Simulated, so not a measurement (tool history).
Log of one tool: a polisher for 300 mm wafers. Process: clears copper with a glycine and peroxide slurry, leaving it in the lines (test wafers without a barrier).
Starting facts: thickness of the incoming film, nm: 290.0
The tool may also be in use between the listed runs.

run    day  flow of slurry (ml/min)  pressure of the wafer on the pad (psi)  speed of the pad under the wafer (m/s)  overpolish time after the end point (s)  time until the end point was called (s)  dishing of a wide line in a test structure (Å)
  1  0.000                      225                                     1.9                                    0.76                                       24                                   88.275                                          463.37
  2  0.121                      200                                     1.6                                    0.84                                       20                                   94.422                                          374.60
  3  0.275                      185                                     1.4                                    0.92                                       17                                   99.384                                          321.85
  4  0.604                      185                                     1.4                                    0.92                                       24                                   97.033                                          416.75
     0.654  -- slurry nozzle cleaned
  5  0.654                      225                                     1.4                                    0.92                                       24                                   89.880                                          463.86
  6  0.983                      205                                     1.4                                    0.92                                       24                                   90.641                                          442.22
  7  1.304                      185                                     1.5                                    0.94                                       20                                   85.136                                          403.15
  8  1.621                      170                                     1.5                                    0.94                                       17                                   87.266                                          350.78
  9  1.746                      160                                     1.5                                    0.94                                       14                                   87.429                                          303.93
 10  1.800                      155                                     1.5                                    0.94                                       12                                   87.308                                          257.78
 11  1.879                      155                                     1.5                                    0.94                                       12                                   87.637                                          266.47
 12  2.008                      155                                     1.5                                    0.94                                       11                                   87.535                                          255.76
 13  2.367                      155                                     1.2                                    0.94                                        7                                  101.070                                          149.11
 14  2.667                      155                                     1.3                                    0.92                                        8                                   99.398                                          170.42
 15  2.979                      155                                     1.6                                    0.84                                       12                                   91.951                                          260.11

Expected results for the next run?
 16  3.071                      160                                     1.6                                    0.84                                       11                                        ?                                               ?

Run 16 produced time until the end point was called (s) 91.681, dishing of a wide line in a test structure (Å) 249.86.

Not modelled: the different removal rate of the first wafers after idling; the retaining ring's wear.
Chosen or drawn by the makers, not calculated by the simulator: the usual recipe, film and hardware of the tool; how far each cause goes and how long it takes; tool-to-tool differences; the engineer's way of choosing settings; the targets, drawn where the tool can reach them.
